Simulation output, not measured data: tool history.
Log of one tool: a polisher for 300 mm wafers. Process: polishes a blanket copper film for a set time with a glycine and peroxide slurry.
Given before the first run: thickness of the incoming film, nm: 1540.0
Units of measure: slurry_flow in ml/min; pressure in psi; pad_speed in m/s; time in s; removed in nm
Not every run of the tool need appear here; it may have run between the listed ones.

Run 1, hour 0: slurry_flow 170 ml/min, pressure 2.2 psi, pad_speed 0.86 m/s, time 50 s. Result: removed 174.39 nm.
Run 2, hour 1.9: slurry_flow 170 ml/min, pressure 2 psi, pad_speed 0.82 m/s, time 50 s. Result: removed 158.48 nm.
Run 3, hour 7.3: slurry_flow 170 ml/min, pressure 1.9 psi, pad_speed 0.78 m/s, time 50 s. Result: removed 148.5 nm.
Run 4, hour 10: slurry_flow 205 ml/min, pressure 1.9 psi, pad_speed 0.78 m/s, time 50 s. Result: removed 153.14 nm.
Run 5, hour 13: slurry_flow 205 ml/min, pressure 1.8 psi, pad_speed 0.74 m/s, time 50 s. Result: removed 143.72 nm.
Run 6, hour 13.5: slurry_flow 205 ml/min, pressure 2.2 psi, pad_speed 0.74 m/s, time 50 s. Result: removed 166.41 nm.
Run 7, hour 17.7: slurry_flow 205 ml/min, pressure 2 psi, pad_speed 0.72 m/s, time 50 s. Result: removed 154.37 nm.
Run 8, hour 22.3: slurry_flow 205 ml/min, pressure 1.9 psi, pad_speed 0.7 m/s, time 50 s. Result: removed 144.64 nm.
Run 9, hour 29.8: slurry_flow 205 ml/min, pressure 1.8 psi, pad_speed 0.68 m/s, time 50 s. Result: removed 133.79 nm.
Run 10, hour 31.6: slurry_flow 200 ml/min, pressure 1.7 psi, pad_speed 0.68 m/s, time 50 s. Result: removed 132.72 nm.

For run 11, what comes out?
Run 11, hour 36.7: slurry_flow 200 ml/min, pressure 1.1 psi, pad_speed 0.44 m/s, time 48 s. Result: removed ?.

removed: 78.837 nm
